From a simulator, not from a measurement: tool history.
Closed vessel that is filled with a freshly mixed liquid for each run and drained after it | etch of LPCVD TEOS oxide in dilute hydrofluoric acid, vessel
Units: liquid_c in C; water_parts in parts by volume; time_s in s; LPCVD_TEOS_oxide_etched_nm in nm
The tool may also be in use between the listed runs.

{"run": 1, "hour": 0.0, "liquid_c": 25.0, "water_parts": 95, "time_s": 30, "LPCVD_TEOS_oxide_etched_nm": 14.95}
{"run": 2, "hour": 0.7, "liquid_c": 26.5, "water_parts": 95, "time_s": 30, "LPCVD_TEOS_oxide_etched_nm": 15.555}
{"run": 3, "hour": 8.2, "liquid_c": 27.5, "water_parts": 95, "time_s": 30, "LPCVD_TEOS_oxide_etched_nm": 16.127}
{"run": 4, "hour": 16.6, "liquid_c": 27.5, "water_parts": 95, "time_s": 30, "LPCVD_TEOS_oxide_etched_nm": 16.174}
{"run": 5, "hour": 25.4, "liquid_c": 28.5, "water_parts": 95, "time_s": 30, "LPCVD_TEOS_oxide_etched_nm": 16.905}
{"run": 6, "hour": 33.4, "liquid_c": 28.5, "water_parts": 115, "time_s": 30, "LPCVD_TEOS_oxide_etched_nm": 13.487}
{"run": 7, "hour": 39.4, "liquid_c": 30.0, "water_parts": 110, "time_s": 30, "LPCVD_TEOS_oxide_etched_nm": 15.267}
{"run": 8, "hour": 41.3, "liquid_c": 31.0, "water_parts": 110, "time_s": 30, "LPCVD_TEOS_oxide_etched_nm": 15.695}

The next listed run, before its measurement:
{"run": 9, "hour": 45.0, "liquid_c": 31.5, "water_parts": 110, "time_s": 30, "LPCVD_TEOS_oxide_etched_nm": "?"}

{"run 9": {"LPCVD_TEOS_oxide_etched_nm": 15.861}}

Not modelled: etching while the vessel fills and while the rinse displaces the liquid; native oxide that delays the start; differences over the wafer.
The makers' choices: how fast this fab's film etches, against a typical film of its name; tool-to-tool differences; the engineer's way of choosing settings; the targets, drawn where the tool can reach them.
